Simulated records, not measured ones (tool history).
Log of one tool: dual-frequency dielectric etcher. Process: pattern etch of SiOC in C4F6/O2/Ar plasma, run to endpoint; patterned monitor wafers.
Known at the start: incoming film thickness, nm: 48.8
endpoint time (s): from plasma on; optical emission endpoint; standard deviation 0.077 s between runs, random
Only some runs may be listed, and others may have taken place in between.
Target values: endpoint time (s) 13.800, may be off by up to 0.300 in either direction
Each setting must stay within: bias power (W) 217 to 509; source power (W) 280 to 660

run   hour  bias power (W)  source power (W)  endpoint time (s)
  1    0.0             363               470             15.873
  2    4.0             375               470             15.673
  3    9.9             375               560             14.310
  4   17.5             375               480             15.441
      23.1  -- source power generator calibrated
  5   23.1             375               410             16.673
  6   30.6             386               420             16.065
  7   35.8             459               440             14.845
  8   43.2             463               440             14.864
  9   48.8             467               440             14.792
 10   54.9             471               440             14.618
 11   63.7             474               440             14.731
 12   64.9             474               440             14.623
 13   71.4             477               440             14.770
 14   80.1             509               500             13.196
 15   86.4             505               500             13.443
 16   87.8             503               500             13.284
 17   88.8             503               500             13.308
 18   92.1             503               500             13.283
 19   99.3             500               500             13.363
 20  103.9             500               500             13.305
 21  107.1             497               500             13.298
 22  114.3             494               500             13.444

Consider the 5 candidate settings below. Which is the only one whose results all fall within their allowed miss of target?
  A  121.5             449               510                  ?
  B  121.5             509               530                  ?
  C  121.5             435               570                  ?
  D  121.5             509               520                  ?
  E  121.5             509               420                  ?

move  endpoint time (s)
   A             13.633
   B             12.748
   C             12.961
   D             12.885
   E             14.632
A: meets every target
B: its largest miss is bigger than the last run's
C: its largest miss is bigger than the last run's
D: its largest miss is bigger than the last run's
E: takes the biggest miss from the last run beyond its target
A meets every target.
